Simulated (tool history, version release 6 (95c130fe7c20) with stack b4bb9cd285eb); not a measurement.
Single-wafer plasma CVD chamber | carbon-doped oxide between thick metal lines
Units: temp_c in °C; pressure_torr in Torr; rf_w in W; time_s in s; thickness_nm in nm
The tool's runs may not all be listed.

run	day	temp_c	pressure_torr	rf_w	time_s	thickness_nm
1	0.000	360	4.62	490	103	508.40
2	0.046	360	4.62	490	98	483.34
3	0.329	362	4.27	475	98	466.50
4	0.617	366	4.27	475	98	462.77
5	0.779	368	3.97	470	98	453.99
6	0.821	368	3.97	515	98	482.80
# day 1.021: capacitance manometer re-zeroed and calibrated
7	1.021	370	3.73	500	98	462.13

Run 8 comes next. What will it give?
8	1.283	371	3.51	490	98	?

{"run 8": {"thickness_nm": 453.02}}
